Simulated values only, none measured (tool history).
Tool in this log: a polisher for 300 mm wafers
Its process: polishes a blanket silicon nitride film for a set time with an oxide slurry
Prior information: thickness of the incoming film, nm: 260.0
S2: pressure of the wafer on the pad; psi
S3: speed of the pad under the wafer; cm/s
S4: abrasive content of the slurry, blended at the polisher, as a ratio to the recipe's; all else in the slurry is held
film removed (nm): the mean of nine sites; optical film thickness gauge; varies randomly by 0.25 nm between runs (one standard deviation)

Run 1, hour 0.0: flow of slurry (ml/min) 120, S2 4.9 psi, S3 108 cm/s, S4 1.0, polishing time (s) 33. Result: film removed (nm) 29.814.
Run 2, hour 5.5: flow of slurry (ml/min) 115, S2 4.7 psi, S3 108 cm/s, S4 1.0, polishing time (s) 33. Result: film removed (nm) 28.939.
Run 3, hour 10.0: flow of slurry (ml/min) 115, S2 4.2 psi, S3 108 cm/s, S4 1.0, polishing time (s) 33. Result: film removed (nm) 25.642.
Run 4, hour 11.1: flow of slurry (ml/min) 115, S2 4.2 psi, S3 108 cm/s, S4 1.0, polishing time (s) 33. Result: film removed (nm) 25.735.
Run 5, hour 19.9: flow of slurry (ml/min) 115, S2 4.1 psi, S3 108 cm/s, S4 1.0, polishing time (s) 33. Result: film removed (nm) 25.611.
Run 6, hour 20.4: flow of slurry (ml/min) 130, S2 4.1 psi, S3 108 cm/s, S4 1.0, polishing time (s) 33. Result: film removed (nm) 25.599.

What will run 7 give?
Run 7, hour 27.7: flow of slurry (ml/min) 130, S2 4.0 psi, S3 108 cm/s, S4 1.0, polishing time (s) 33. Result: film removed (nm) ?.

film removed (nm): 25.649
